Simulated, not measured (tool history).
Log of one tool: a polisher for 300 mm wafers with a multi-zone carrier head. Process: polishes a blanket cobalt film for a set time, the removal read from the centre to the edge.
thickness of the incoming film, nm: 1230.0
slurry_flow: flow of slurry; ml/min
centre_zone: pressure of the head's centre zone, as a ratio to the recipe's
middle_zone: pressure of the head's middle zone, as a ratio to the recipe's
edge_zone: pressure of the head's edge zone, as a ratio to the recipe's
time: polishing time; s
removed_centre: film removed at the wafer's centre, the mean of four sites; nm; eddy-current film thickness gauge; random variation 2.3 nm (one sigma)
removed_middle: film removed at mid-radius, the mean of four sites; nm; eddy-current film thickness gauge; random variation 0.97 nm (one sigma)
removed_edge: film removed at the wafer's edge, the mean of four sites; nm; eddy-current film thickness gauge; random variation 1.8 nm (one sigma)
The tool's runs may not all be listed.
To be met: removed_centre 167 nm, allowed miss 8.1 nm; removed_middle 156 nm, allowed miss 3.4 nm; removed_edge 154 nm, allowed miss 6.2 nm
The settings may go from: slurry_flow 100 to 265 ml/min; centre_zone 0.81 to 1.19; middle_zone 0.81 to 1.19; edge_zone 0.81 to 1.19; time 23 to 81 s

run,hour,slurry_flow,centre_zone,middle_zone,edge_zone,time,removed_centre,removed_middle,removed_edge
1,0,170,1,1,1,52,125.97,126.87,127.15
2,8.2,195,1,1,1,52,133.18,130.16,129.25
3,9.6,195,1.03,1,1,52,132.78,129.53,129.24
4,13.3,225,1.03,1,1,52,136.49,133.06,128.36
5,19.1,220,1.06,1.02,1.03,54,149.1,139.03,136.21
6,22.4,220,1.06,1.04,1.06,55,152.72,145.39,142.8
7,25.3,225,1.07,1.05,1.08,55,152.46,145.21,139.21
8,31.7,220,1.07,1.05,1.09,56,154.43,149.34,147.29
9,36.2,225,1.08,1.05,1.1,56,154.33,148.29,146.97

5 next moves are on the table. One of them brings every result within its allowed miss. Which?
A,40.7,170,1.06,0.97,1.14,65,?,?,?
B,40.7,230,1.04,1.05,1.13,52,?,?,?
C,40.7,235,1.03,1.19,1.01,56,?,?,?
D,40.7,215,1.15,0.86,1.18,64,?,?,?
E,40.7,265,1.1,1.04,1.09,58,?,?,?

move,removed_centre,removed_middle,removed_edge
A,164.69,154.37,168.46
B,136.6,136.94,138.89
C,146.39,161.92,141.96
D,182.26,145.45,173.75
E,163.48,154.32,154.28
A: brings the result that was furthest off to its target, and leaves another outside
B: further off than the last run
C: takes the result that was furthest off past its target
D: further off than the last run
E: meets every target
Move E is the one to make.
